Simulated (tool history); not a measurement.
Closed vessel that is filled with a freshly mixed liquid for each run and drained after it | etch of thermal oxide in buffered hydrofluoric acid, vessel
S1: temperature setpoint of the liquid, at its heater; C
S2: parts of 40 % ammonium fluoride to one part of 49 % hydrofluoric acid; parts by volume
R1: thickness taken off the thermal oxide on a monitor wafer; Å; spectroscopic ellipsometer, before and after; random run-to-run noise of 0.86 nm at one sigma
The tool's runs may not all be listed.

Run 1, hour 0: S1 22 C, S2 8.5 parts by volume, time in the liquid (s) 95. Result: R1 1050.3 Å.
Run 2, hour 1.7: S1 22.5 C, S2 8.5 parts by volume, time in the liquid (s) 95. Result: R1 1083.9 Å.
Run 3, hour 6.9: S1 23 C, S2 8.5 parts by volume, time in the liquid (s) 95. Result: R1 1120 Å.
Run 4, hour 13.1: S1 23 C, S2 7 parts by volume, time in the liquid (s) 95. Result: R1 1368.4 Å.
Run 5, hour 15.8: S1 22 C, S2 7 parts by volume, time in the liquid (s) 95. Result: R1 1318.9 Å.
Run 6, hour 23.6: S1 22 C, S2 5 parts by volume, time in the liquid (s) 95. Result: R1 1719.3 Å.

Run 7 comes next. What will it give?
Run 7, hour 30.8: S1 21.5 C, S2 5 parts by volume, time in the liquid (s) 95. Result: R1 ?.

{"run 7": {"R1": 1677.4}}

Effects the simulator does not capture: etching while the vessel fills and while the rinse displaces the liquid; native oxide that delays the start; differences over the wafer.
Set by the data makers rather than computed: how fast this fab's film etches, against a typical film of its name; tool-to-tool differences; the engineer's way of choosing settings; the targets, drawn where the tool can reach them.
